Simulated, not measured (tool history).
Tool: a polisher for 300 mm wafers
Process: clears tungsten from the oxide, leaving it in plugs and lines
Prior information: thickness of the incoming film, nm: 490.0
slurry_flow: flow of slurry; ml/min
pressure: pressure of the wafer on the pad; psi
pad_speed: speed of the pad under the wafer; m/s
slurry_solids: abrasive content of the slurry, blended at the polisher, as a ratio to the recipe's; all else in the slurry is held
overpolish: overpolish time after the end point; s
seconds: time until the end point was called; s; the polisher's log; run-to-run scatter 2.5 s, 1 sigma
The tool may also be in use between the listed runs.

run  hour  slurry_flow  pressure  pad_speed  slurry_solids  overpolish  seconds
  1   0.0          185       3.9       1.02           1.00          14   127.84
  2   6.5          185       3.9       1.02           0.95          14   129.38
  3   8.1          185       3.9       0.92           0.95          14   142.62
  4   8.9          150       3.9       0.92           0.95          14   147.81
  5  15.8          135       3.9       0.92           0.95          14   146.96
  6  17.3          135       3.5       0.92           0.95          14   158.27
  7  23.5          130       2.4       0.76           0.95          14   234.32
  8  27.2          130       2.3       0.76           0.95          14   239.00
  9  29.4          130       2.2       0.76           0.95          14   241.08
 10  36.3          130       2.2       0.76           0.95          14   240.96
     37.8  -- slurry nozzle cleaned
 11  37.8          130       2.1       0.76           0.95          14   240.68

What will run 12 give?
 12  44.7          130       2.0       0.76           0.95          14        ?

{"run 12": {"seconds": 241.21}}
